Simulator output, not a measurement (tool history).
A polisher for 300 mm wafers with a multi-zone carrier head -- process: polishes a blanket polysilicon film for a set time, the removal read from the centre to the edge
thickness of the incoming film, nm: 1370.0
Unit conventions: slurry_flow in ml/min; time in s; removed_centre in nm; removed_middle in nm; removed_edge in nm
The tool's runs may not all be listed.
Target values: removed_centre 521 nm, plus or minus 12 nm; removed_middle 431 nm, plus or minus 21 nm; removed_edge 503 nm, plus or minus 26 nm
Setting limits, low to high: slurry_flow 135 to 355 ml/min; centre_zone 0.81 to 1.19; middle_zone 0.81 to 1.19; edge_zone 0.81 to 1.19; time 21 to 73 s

{"run": 1, "day": 0.0, "slurry_flow": 225, "centre_zone": 1, "middle_zone": 1, "edge_zone": 1, "time": 47, "removed_centre": 390.21, "removed_middle": 398.3, "removed_edge": 404.23}
{"run": 2, "day": 0.338, "slurry_flow": 225, "centre_zone": 1, "middle_zone": 0.97, "edge_zone": 1, "time": 47, "removed_centre": 394.38, "removed_middle": 388.11, "removed_edge": 405.36}
{"run": 3, "day": 0.362, "slurry_flow": 225, "centre_zone": 0.95, "middle_zone": 0.97, "edge_zone": 1, "time": 47, "removed_centre": 379.32, "removed_middle": 393.33, "removed_edge": 402.84}
{"run": 4, "day": 0.729, "slurry_flow": 225, "centre_zone": 1, "middle_zone": 0.97, "edge_zone": 1, "time": 47, "removed_centre": 395.52, "removed_middle": 386.38, "removed_edge": 399.76}
{"run": 5, "day": 0.758, "slurry_flow": 235, "centre_zone": 1.03, "middle_zone": 0.97, "edge_zone": 1.03, "time": 48, "removed_centre": 420.21, "removed_middle": 401.81, "removed_edge": 414.44}
{"run": 6, "day": 1.025, "slurry_flow": 225, "centre_zone": 1.04, "middle_zone": 0.95, "edge_zone": 1.06, "time": 50, "removed_centre": 439.64, "removed_middle": 411.15, "removed_edge": 446.49}
{"run": 7, "day": 1.079, "slurry_flow": 235, "centre_zone": 1.06, "middle_zone": 0.94, "edge_zone": 1.08, "time": 50, "removed_centre": 451.66, "removed_middle": 406.86, "removed_edge": 433.22}
{"run": 8, "day": 1.417, "slurry_flow": 220, "centre_zone": 1.07, "middle_zone": 0.93, "edge_zone": 1.09, "time": 51, "removed_centre": 459.6, "removed_middle": 413.53, "removed_edge": 464.32}
{"run": 9, "day": 1.504, "slurry_flow": 220, "centre_zone": 1.08, "middle_zone": 0.93, "edge_zone": 1.1, "time": 52, "removed_centre": 469.66, "removed_middle": 416.38, "removed_edge": 467.31}

Of the 4 settings listed for the next run, only one would bring every result within its allowed miss of target. Which one?
{"run": "A", "day": 1.592, "slurry_flow": 190, "centre_zone": 1.12, "middle_zone": 0.9, "edge_zone": 1.15, "time": 57, "removed_centre": "?", "removed_middle": "?", "removed_edge": "?"}
{"run": "B", "day": 1.592, "slurry_flow": 215, "centre_zone": 1.09, "middle_zone": 0.94, "edge_zone": 1.12, "time": 54, "removed_centre": "?", "removed_middle": "?", "removed_edge": "?"}
{"run": "C", "day": 1.592, "slurry_flow": 140, "centre_zone": 0.93, "middle_zone": 0.94, "edge_zone": 1.17, "time": 55, "removed_centre": "?", "removed_middle": "?", "removed_edge": "?"}
{"run": "D", "day": 1.592, "slurry_flow": 135, "centre_zone": 0.99, "middle_zone": 0.9, "edge_zone": 1.16, "time": 60, "removed_centre": "?", "removed_middle": "?", "removed_edge": "?"}

move=A removed_centre=520.26 removed_middle=429.74 removed_edge=507.33
move=B removed_centre=490.67 removed_middle=430.7 removed_edge=483.84
move=C removed_centre=388.07 removed_middle=403.62 removed_edge=469.43
move=D removed_centre=445.61 removed_middle=420.54 removed_edge=507.71
A: every result within its allowed miss
B: closes in on the targets versus the last run, not all within tolerance yet
C: further off than the last run
D: further off than the last run
Go with A: it meets all targets.
